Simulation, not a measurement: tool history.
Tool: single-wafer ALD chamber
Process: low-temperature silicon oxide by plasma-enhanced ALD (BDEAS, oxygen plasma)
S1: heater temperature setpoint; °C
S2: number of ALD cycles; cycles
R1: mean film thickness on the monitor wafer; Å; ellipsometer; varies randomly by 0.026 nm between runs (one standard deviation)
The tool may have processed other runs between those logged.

run	day	S1	S2	R1
1	0.000	100	54	79.190
2	0.250	91	54	81.701
3	0.312	99	54	78.734
4	0.608	100	54	79.154
5	0.642	102	54	78.351
6	0.679	110	54	76.961

Expected results for the next run?
7	0.833	111	54	?

R1: 77.149 Å
